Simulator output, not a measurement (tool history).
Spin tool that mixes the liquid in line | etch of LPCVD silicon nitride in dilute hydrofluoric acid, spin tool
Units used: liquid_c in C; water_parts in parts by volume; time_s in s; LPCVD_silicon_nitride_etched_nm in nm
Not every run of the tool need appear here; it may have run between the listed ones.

run  hour  liquid_c  water_parts  time_s  LPCVD_silicon_nitride_etched_nm
  1   0.0      26.0           50     320                           3.6088
  2   1.0      26.0           50     320                           3.6572
  3   6.7      28.0           50     320                           4.1423
  4  11.5      24.5           50     320                           3.3501
  5  12.1      24.5           50     320                           3.2746
  6  15.2      24.5           45     320                           3.6466
  7  17.6      26.5           45     320                           4.1919
  8  23.7      27.5           45     320                           4.4801
  9  31.6      28.5           45     320                           4.7212

Run 10 is up next; what results do you expect?
 10  34.0      29.5           45     320                                ?

Run 10 produced LPCVD_silicon_nitride_etched_nm 5.1079 nm.
